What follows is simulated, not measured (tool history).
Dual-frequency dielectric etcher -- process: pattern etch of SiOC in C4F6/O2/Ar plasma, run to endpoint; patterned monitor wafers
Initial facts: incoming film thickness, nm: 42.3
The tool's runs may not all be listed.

run 1 hour=0 | bias_power_(kW)=0.596 source_power_(kW)=0.34 | endpoint_time_(s)=13.741
run 2 hour=7.1 | bias_power_(kW)=0.567 source_power_(kW)=0.32 | endpoint_time_(s)=14.548
run 3 hour=15.5 | bias_power_(kW)=0.543 source_power_(kW)=0.31 | endpoint_time_(s)=15.107
run 4 hour=20.5 | bias_power_(kW)=0.522 source_power_(kW)=0.31 | endpoint_time_(s)=15.348
run 5 hour=24.9 | bias_power_(kW)=0.459 source_power_(kW)=0.31 | endpoint_time_(s)=16.375
run 6 hour=32.7 | bias_power_(kW)=0.447 source_power_(kW)=0.31 | endpoint_time_(s)=16.665
run 7 hour=39.8 | bias_power_(kW)=0.358 source_power_(kW)=0.27 | endpoint_time_(s)=19.982

Predict the results of run 8:
run 8 hour=43.8 | bias_power_(kW)=0.366 source_power_(kW)=0.27 | endpoint_time_(s)=?

endpoint time (s): 19.815

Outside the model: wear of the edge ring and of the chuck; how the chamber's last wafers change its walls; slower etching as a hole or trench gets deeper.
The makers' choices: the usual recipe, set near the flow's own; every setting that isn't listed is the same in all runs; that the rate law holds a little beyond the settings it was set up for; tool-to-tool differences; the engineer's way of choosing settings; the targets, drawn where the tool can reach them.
